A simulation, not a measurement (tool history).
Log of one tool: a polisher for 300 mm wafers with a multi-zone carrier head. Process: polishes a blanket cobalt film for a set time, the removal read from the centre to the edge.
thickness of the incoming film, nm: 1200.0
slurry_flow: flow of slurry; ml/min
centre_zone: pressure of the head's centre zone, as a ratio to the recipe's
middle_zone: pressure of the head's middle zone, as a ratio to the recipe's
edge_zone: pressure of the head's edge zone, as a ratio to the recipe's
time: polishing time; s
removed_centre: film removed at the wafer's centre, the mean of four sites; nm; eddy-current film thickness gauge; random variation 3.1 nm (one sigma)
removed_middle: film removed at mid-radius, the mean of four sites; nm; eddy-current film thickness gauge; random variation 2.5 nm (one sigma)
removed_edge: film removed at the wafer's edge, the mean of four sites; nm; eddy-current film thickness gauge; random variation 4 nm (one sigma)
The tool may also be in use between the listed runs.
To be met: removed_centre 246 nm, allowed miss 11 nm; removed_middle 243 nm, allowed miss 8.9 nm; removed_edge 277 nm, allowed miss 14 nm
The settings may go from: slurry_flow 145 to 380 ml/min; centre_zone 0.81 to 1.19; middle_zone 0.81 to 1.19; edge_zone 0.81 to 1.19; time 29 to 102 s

Run 1, hour 0: slurry_flow 245 ml/min, centre_zone 1, middle_zone 1, edge_zone 1, time 65 s. Result: removed_centre 349.27 nm, removed_middle 349.24 nm, removed_edge 349.96 nm.
Run 2, hour 7: slurry_flow 245 ml/min, centre_zone 1, middle_zone 1.05, edge_zone 1, time 65 s. Result: removed_centre 350.68 nm, removed_middle 361.59 nm, removed_edge 349.8 nm.
Run 3, hour 11.2: slurry_flow 240 ml/min, centre_zone 0.99, middle_zone 1.02, edge_zone 1, time 63 s. Result: removed_centre 340.21 nm, removed_middle 341.16 nm, removed_edge 340.83 nm.
Run 4, hour 18.6: slurry_flow 240 ml/min, centre_zone 0.97, middle_zone 1, edge_zone 1, time 61 s. Result: removed_centre 318.17 nm, removed_middle 321.87 nm, removed_edge 326.19 nm.
Run 5, hour 23.2: slurry_flow 240 ml/min, centre_zone 0.95, middle_zone 0.98, edge_zone 0.99, time 60 s. Result: removed_centre 299.78 nm, removed_middle 315.67 nm, removed_edge 319.8 nm.
Run 6, hour 26.6: slurry_flow 240 ml/min, centre_zone 1.03, middle_zone 0.98, edge_zone 0.99, time 60 s. Result: removed_centre 339.79 nm, removed_middle 316.34 nm, removed_edge 326.53 nm.
Run 7, hour 35.4: slurry_flow 235 ml/min, centre_zone 1.01, middle_zone 0.96, edge_zone 0.99, time 59 s. Result: removed_centre 320.73 nm, removed_middle 303.48 nm, removed_edge 314.14 nm.
Run 8, hour 36.8: slurry_flow 200 ml/min, centre_zone 0.91, middle_zone 0.86, edge_zone 1.03, time 54 s. Result: removed_centre 256.85 nm, removed_middle 245.77 nm, removed_edge 288.08 nm.
Run 9, hour 39.3: slurry_flow 200 ml/min, centre_zone 0.91, middle_zone 0.86, edge_zone 1.02, time 54 s. Result: removed_centre 256.17 nm, removed_middle 245.63 nm, removed_edge 282.91 nm.

5 next moves are on the table. One of them brings every result within its allowed miss. Which?
Run A, hour 41.8: slurry_flow 225 ml/min, centre_zone 1.01, middle_zone 0.85, edge_zone 1.04, time 51 s. Result: removed_centre ?, removed_middle ?, removed_edge ?.
Run B, hour 41.8: slurry_flow 195 ml/min, centre_zone 0.89, middle_zone 0.86, edge_zone 0.99, time 53 s. Result: removed_centre ?, removed_middle ?, removed_edge ?.
Run C, hour 41.8: slurry_flow 215 ml/min, centre_zone 0.95, middle_zone 0.82, edge_zone 0.96, time 53 s. Result: removed_centre ?, removed_middle ?, removed_edge ?.
Run D, hour 41.8: slurry_flow 210 ml/min, centre_zone 0.99, middle_zone 0.84, edge_zone 0.95, time 52 s. Result: removed_centre ?, removed_middle ?, removed_edge ?.
Run E, hour 41.8: slurry_flow 200 ml/min, centre_zone 0.87, middle_zone 0.85, edge_zone 1.12, time 55 s. Result: removed_centre ?, removed_middle ?, removed_edge ?.

move  removed_centre  removed_middle  removed_edge
   A          280.94          237.39        272.91
   B          250.63          243.72        272.26
   C          272.36          238.04         271.6
   D          277.48          237.29        264.37
   E           255.4          251.54        301.33
A: further off than the last run
B: meets every target
C: further off than the last run
D: further off than the last run
E: brings the result that was furthest off to its target, and leaves another outside
The right move is B.

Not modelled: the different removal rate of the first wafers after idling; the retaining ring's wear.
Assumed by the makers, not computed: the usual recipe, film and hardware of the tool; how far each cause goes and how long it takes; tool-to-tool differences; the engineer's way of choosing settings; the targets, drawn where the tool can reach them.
